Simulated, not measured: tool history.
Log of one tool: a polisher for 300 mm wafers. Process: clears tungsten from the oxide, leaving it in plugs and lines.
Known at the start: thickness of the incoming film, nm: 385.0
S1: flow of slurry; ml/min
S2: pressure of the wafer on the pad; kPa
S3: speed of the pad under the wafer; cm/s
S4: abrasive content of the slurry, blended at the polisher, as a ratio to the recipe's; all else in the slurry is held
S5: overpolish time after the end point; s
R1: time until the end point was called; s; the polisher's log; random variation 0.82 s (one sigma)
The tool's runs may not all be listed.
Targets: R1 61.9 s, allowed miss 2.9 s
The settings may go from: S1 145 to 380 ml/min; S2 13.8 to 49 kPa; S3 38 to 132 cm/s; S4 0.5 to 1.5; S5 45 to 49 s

run    day   S1    S2  S3   S4  S5      R1
  1      0  245    31  84    1  45  98.295
  2  0.142  245  33.1  84    1  45  92.805
  3  0.162  245  33.1  84  1.1  45   93.13
  4  0.225  245  35.2  84  1.1  45  90.441
  5  0.575  245  35.2  84  1.1  45    88.6
     0.933  -- slurry nozzle cleaned
  6  0.933  295  35.2  84  1.1  45  84.831
  7  1.233  295  35.2  84  1.1  45  80.978
  8  1.462  295  44.1  86  1.1  45   68.22
  9  1.554  300  44.8  86  1.1  45  68.906
 10  1.888  305  45.5  86  1.1  45  68.583

5 next moves are on the table. One of them brings every result within its allowed miss. Which?
  A  2.221  305  44.1  110     1  47   ?
  B  2.221  290  46.9   84  0.95  47   ?
  C  2.221  235  46.9   78  0.95  45   ?
  D  2.221  295    49   84   1.4  49   ?
  E  2.221  300    49   74   1.3  45   ?

move      R1
   A  54.669
   B  68.694
   C  75.251
   D  61.499
   E  70.472
A: takes the result that was furthest off past its target
B: as far off as the last run
C: further off than the last run
D: meets every target
E: further off than the last run
Move D is the one to make.
